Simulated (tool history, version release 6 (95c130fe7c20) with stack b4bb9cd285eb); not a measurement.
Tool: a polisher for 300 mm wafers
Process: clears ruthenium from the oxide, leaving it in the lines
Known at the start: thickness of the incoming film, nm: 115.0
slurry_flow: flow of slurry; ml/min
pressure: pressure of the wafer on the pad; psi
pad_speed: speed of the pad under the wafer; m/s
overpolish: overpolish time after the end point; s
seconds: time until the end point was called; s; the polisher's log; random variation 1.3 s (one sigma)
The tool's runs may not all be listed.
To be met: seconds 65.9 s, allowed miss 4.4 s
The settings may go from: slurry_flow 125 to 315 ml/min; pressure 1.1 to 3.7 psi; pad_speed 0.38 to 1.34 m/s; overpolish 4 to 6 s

| run | day | slurry_flow | pressure | pad_speed | overpolish | seconds |
|---|---|---|---|---|---|---|
| 1 | 0 | 205 | 2.4 | 0.86 | 6 | 97.21 |
| 2 | 0.267 | 205 | 1.9 | 0.86 | 6 | 120.9 |
| 3 | 0.525 | 205 | 2.1 | 0.88 | 6 | 108.44 |
| 4 | 0.6 | 175 | 2.1 | 0.88 | 6 | 110.13 |
| 5 | 0.892 | 175 | 2.2 | 0.88 | 6 | 104.5 |
|  | 0.958 | slurry nozzle cleaned |
| 6 | 0.958 | 175 | 2.3 | 0.88 | 6 | 97.475 |
| 7 | 1.217 | 175 | 2.9 | 0.92 | 6 | 72.095 |
| 8 | 1.458 | 175 | 3 | 0.92 | 6 | 72.215 |

Which of these 4 next moves meets every target?
| A | 1.7 | 195 | 3.4 | 1.02 | 6 | ? |
| B | 1.7 | 145 | 3.3 | 1.06 | 6 | ? |
| C | 1.7 | 195 | 3.2 | 0.92 | 5 | ? |
| D | 1.7 | 145 | 3.2 | 0.7 | 4 | ? |

| move | seconds |
|---|---|
| A | 56.822 |
| B | 59.2 |
| C | 65.445 |
| D | 84.12 |
A: takes the result that was furthest off past its target
B: takes the result that was furthest off past its target
C: meets every target
D: further off than the last run
Answer: C
